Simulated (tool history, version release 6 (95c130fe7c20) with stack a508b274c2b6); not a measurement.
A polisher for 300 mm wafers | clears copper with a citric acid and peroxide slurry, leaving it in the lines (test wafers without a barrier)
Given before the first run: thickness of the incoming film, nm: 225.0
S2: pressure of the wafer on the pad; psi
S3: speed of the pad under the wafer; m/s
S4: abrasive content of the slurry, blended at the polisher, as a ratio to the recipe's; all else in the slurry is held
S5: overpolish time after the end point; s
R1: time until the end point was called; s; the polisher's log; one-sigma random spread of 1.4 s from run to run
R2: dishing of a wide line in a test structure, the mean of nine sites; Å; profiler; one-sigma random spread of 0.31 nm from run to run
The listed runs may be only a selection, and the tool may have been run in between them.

{"run": 1, "hour": 0.0, "flow of slurry (ml/min)": 205, "S2": 2.6, "S3": 1.28, "S4": 1, "S5": 20, "R1": 94.963, "R2": 293.7}
{"run": 2, "hour": 3.1, "flow of slurry (ml/min)": 205, "S2": 2.6, "S3": 1.28, "S4": 0.85, "S5": 20, "R1": 98.106, "R2": 284.44}
{"run": 3, "hour": 10.0, "flow of slurry (ml/min)": 175, "S2": 2.6, "S3": 1.28, "S4": 0.85, "S5": 20, "R1": 101.98, "R2": 282.71}
{"run": 4, "hour": 11.4, "flow of slurry (ml/min)": 175, "S2": 2.6, "S3": 1.28, "S4": 0.7, "S5": 20, "R1": 106.33, "R2": 267.16}
{"run": 5, "hour": 14.0, "flow of slurry (ml/min)": 205, "S2": 2.6, "S3": 1.36, "S4": 0.65, "S5": 17, "R1": 99.157, "R2": 253.36}
{"run": 6, "hour": 18.5, "flow of slurry (ml/min)": 230, "S2": 2.6, "S3": 1.38, "S4": 0.7, "S5": 15, "R1": 94.932, "R2": 233.15}

For run 7, what comes out?
{"run": 7, "hour": 19.9, "flow of slurry (ml/min)": 250, "S2": 2.6, "S3": 1.44, "S4": 0.7, "S5": 13, "R1": "?", "R2": "?"}

{"run 7": {"R1": 89.231, "R2": 210.2}}
